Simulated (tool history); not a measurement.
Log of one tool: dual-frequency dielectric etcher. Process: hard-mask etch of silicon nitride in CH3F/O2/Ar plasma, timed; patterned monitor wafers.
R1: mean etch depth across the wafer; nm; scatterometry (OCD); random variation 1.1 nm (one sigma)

{"run": 1, "day": 0.0, "source power (kW)": 0.5, "bias power (kW)": 0.1, "etch time (s)": 236.0, "R1": 191.61}
{"run": 2, "day": 0.133, "source power (kW)": 0.5, "bias power (kW)": 0.085, "etch time (s)": 236.0, "R1": 172.85}
{"run": 3, "day": 0.258, "source power (kW)": 0.5, "bias power (kW)": 0.095, "etch time (s)": 236.0, "R1": 186.34}
{"run": 4, "day": 0.621, "source power (kW)": 0.55, "bias power (kW)": 0.101, "etch time (s)": 236.5, "R1": 202.7}
{"run": 5, "day": 0.862, "source power (kW)": 0.59, "bias power (kW)": 0.103, "etch time (s)": 236.5, "R1": 208.48}
{"run": 6, "day": 1.138, "source power (kW)": 0.59, "bias power (kW)": 0.085, "etch time (s)": 236.5, "R1": 186.57}
{"run": 7, "day": 1.338, "source power (kW)": 0.62, "bias power (kW)": 0.094, "etch time (s)": 237.5, "R1": 202.12}

The next listed run, before its measurement:
{"run": 8, "day": 1.383, "source power (kW)": 0.64, "bias power (kW)": 0.1, "etch time (s)": 238.0, "R1": "?"}

R1: 214.21 nm
